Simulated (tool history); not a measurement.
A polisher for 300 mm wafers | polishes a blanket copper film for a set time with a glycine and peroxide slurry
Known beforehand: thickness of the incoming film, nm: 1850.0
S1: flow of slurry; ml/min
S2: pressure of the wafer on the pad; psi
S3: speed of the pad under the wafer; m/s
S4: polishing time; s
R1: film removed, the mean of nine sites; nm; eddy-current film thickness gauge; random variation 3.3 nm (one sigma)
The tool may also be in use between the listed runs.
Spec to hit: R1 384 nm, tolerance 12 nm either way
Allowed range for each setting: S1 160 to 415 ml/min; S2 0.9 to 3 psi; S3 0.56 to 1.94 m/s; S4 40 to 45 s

run  hour   S1   S2    S3  S4      R1
  1     0  265  1.9  1.24  45  241.64
  2   8.6  215  1.9  1.24  45     237
  3    14  170  1.9  1.24  45  232.54
  4  21.4  170  2.1  1.24  45  253.56
  5    28  170  2.2  1.24  45  262.26
  6  33.9  160  2.2  1.24  45  258.34
  7  42.7  165  2.3  1.26  45  270.95
  8  46.9  170  2.9   1.4  45  356.88

Below are 5 possible settings for the next run. Only one of them brings all results inside the allowed miss of their targets. Which is it?
  A  51.1  160  2.9  1.46  42   ?
  B  51.1  185  2.9   1.5  45   ?
  C  51.1  160  2.5  1.64  42   ?
  D  51.1  220    3  1.42  40   ?
  E  51.1  180  2.9  1.44  40   ?

move      R1
   A  341.11
   B  377.56
   C  330.28
   D  334.92
   E  324.23
A: further off than the last run
B: all results land within tolerance of their targets
C: further off than the last run
D: further off than the last run
E: further off than the last run
Go with B: it meets all targets.
